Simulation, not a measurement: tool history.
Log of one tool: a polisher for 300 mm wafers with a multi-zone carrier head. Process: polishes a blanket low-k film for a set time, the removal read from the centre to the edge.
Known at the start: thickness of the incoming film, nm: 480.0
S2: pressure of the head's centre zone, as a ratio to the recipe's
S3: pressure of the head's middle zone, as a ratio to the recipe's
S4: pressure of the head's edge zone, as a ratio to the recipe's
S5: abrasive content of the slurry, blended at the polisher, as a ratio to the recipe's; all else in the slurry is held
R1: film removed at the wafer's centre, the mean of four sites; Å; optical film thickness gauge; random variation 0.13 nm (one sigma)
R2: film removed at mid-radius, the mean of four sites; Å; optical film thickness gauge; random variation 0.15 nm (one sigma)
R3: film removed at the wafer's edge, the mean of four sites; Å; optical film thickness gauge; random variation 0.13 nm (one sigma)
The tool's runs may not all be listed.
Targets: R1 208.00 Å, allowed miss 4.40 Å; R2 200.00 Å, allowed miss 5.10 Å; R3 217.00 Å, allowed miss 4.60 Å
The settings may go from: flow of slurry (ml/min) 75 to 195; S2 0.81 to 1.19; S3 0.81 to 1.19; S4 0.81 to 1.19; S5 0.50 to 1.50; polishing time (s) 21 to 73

Run 1, hour 0.0: flow of slurry (ml/min) 125, S2 1.00, S3 1.00, S4 1.00, S5 1.00, polishing time (s) 47. Result: R1 245.76 Å, R2 250.50 Å, R3 245.31 Å.
Run 2, hour 1.6: flow of slurry (ml/min) 125, S2 1.00, S3 1.00, S4 1.00, S5 1.00, polishing time (s) 40. Result: R1 210.80 Å, R2 210.97 Å, R3 208.50 Å.
Run 3, hour 8.3: flow of slurry (ml/min) 125, S2 1.00, S3 0.95, S4 1.00, S5 1.00, polishing time (s) 40. Result: R1 211.84 Å, R2 200.97 Å, R3 208.59 Å.
Run 4, hour 9.5: flow of slurry (ml/min) 125, S2 1.00, S3 0.95, S4 1.00, S5 1.00, polishing time (s) 35. Result: R1 183.07 Å, R2 176.62 Å, R3 183.80 Å.
Run 5, hour 18.0: flow of slurry (ml/min) 125, S2 1.00, S3 0.88, S4 1.00, S5 1.00, polishing time (s) 35. Result: R1 183.65 Å, R2 163.75 Å, R3 183.46 Å.
Run 6, hour 23.2: flow of slurry (ml/min) 140, S2 0.99, S3 0.90, S4 1.04, S5 1.00, polishing time (s) 35. Result: R1 186.55 Å, R2 175.60 Å, R3 190.28 Å.
Run 7, hour 25.0: flow of slurry (ml/min) 150, S2 1.00, S3 0.90, S4 1.08, S5 1.00, polishing time (s) 35. Result: R1 191.35 Å, R2 173.39 Å, R3 195.03 Å.
Run 8, hour 30.8: flow of slurry (ml/min) 185, S2 0.98, S3 1.00, S4 1.16, S5 1.10, polishing time (s) 35. Result: R1 204.75 Å, R2 208.35 Å, R3 216.87 Å.
Run 9, hour 32.7: flow of slurry (ml/min) 185, S2 0.99, S3 0.99, S4 1.16, S5 1.10, polishing time (s) 35. Result: R1 209.22 Å, R2 202.22 Å, R3 218.58 Å.

Which of these 4 next moves meets every target?
Run A, hour 34.6: flow of slurry (ml/min) 155, S2 0.98, S3 1.01, S4 1.09, S5 1.10, polishing time (s) 36. Result: R1 ?, R2 ?, R3 ?.
Run B, hour 34.6: flow of slurry (ml/min) 185, S2 1.03, S3 0.93, S4 1.17, S5 1.20, polishing time (s) 34. Result: R1 ?, R2 ?, R3 ?.
Run C, hour 34.6: flow of slurry (ml/min) 180, S2 1.04, S3 0.96, S4 1.19, S5 1.10, polishing time (s) 35. Result: R1 ?, R2 ?, R3 ?.
Run D, hour 34.6: flow of slurry (ml/min) 175, S2 0.99, S3 0.94, S4 1.12, S5 1.15, polishing time (s) 35. Result: R1 ?, R2 ?, R3 ?.

move      R1      R2      R3
   A  201.69  210.73  209.59
   B  214.90  198.53  217.93
   C  214.55  201.62  217.62
   D  206.80  200.88  214.11
A: further off than the last run
B: brings the result that was furthest off to its target, and leaves another outside
C: brings the result that was furthest off to its target, and leaves another outside
D: meets every target
Answer: D

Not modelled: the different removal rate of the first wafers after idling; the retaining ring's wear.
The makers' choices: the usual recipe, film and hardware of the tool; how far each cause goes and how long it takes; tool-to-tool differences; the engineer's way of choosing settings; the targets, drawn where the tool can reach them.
